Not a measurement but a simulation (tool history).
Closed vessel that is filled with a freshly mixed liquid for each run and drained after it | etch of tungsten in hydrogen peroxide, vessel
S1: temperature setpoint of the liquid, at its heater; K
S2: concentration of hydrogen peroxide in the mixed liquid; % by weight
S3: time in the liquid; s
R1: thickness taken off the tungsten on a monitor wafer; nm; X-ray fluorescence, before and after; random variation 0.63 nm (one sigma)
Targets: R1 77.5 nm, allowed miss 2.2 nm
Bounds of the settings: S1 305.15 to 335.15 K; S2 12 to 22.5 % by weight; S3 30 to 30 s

run  hour      S1    S2  S3      R1
  1     0  319.15  15.5  30  39.737
  2   1.8  313.15  15.5  30   27.09
  3   6.9  317.65  15.5  30  36.147
  4  15.9  317.65  13.5  30  34.197
  5  17.1  317.65  13.5  30  33.981
  6  21.6  317.65    12  30  31.541
  7  28.2  321.65    12  30  40.959
  8    31  324.15    12  30  47.835
  9  35.5  324.15    12  30  47.021
 10  40.5  326.65    12  30  55.232
 11  47.2  328.15    12  30   60.97
 12  50.2  329.15    12  30   64.42
 13  53.4  330.15    12  30  68.652
 14  57.7  330.65    12  30  69.644
 15  62.2  331.15    12  30  72.792
 16  68.3  331.15    12  30  71.656
 17  76.6  331.65    12  30  74.521

Which of these 4 next moves meets every target?
  A  84.9  331.15  12.5  30   ?
  B  84.9  328.65    17  30   ?
  C  84.9  329.65    14  30   ?
  D  84.9  331.65    13  30   ?

move      R1
   A  73.539
   B  74.065
   C  71.292
   D  77.207
A: further off than the last run
B: further off than the last run
C: further off than the last run
D: meets every target
Move D is the one to make.

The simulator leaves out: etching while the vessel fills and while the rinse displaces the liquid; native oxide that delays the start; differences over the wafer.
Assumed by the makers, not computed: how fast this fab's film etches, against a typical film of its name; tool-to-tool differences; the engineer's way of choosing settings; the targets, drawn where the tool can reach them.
